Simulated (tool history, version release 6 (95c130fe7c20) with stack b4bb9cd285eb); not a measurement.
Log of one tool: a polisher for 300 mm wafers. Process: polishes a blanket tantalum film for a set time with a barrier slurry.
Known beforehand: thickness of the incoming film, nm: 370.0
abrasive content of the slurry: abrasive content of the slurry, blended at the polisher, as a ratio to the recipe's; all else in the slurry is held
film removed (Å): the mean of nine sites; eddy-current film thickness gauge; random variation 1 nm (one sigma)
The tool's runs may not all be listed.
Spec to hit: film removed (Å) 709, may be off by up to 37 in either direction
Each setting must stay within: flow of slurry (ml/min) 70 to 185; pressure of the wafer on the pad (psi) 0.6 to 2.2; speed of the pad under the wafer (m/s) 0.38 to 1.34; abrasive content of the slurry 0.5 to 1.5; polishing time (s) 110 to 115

run,day,flow of slurry (ml/min),pressure of the wafer on the pad (psi),speed of the pad under the wafer (m/s),abrasive content of the slurry,polishing time (s),film removed (Å)
1,0,120,1.4,0.86,1,110,937.6
2,0.296,120,1.3,0.86,1,110,863.04
3,0.425,100,1.3,0.86,1,110,838.77
4,0.475,100,1.3,1.06,1,110,1036.6
5,0.738,100,1.2,1.06,1,110,961.35
6,1.05,100,1.5,1.06,1,110,1133.2
7,1.217,100,1.3,1.04,1,110,970.38
8,1.467,95,0.9,1,1,110,652.72

4 candidate next runs follow, results not yet known. Just one meets every target within its allowed miss. Identify it.
A,1.717,105,0.9,1.1,1,113,?
B,1.717,100,1,1.04,0.8,111,?
C,1.717,105,1,1.02,1.05,114,?
D,1.717,125,1.2,0.84,0.85,114,?

move,film removed (Å)
A,753.64
B,717.27
C,798.35
D,782.22
A: the result that was furthest off in the last run now lies on the other side of its target
B: every result lands within tolerance
C: the result that was furthest off in the last run now lies on the other side of its target
D: the result that was furthest off in the last run now lies on the other side of its target
The move that meets every target is B.

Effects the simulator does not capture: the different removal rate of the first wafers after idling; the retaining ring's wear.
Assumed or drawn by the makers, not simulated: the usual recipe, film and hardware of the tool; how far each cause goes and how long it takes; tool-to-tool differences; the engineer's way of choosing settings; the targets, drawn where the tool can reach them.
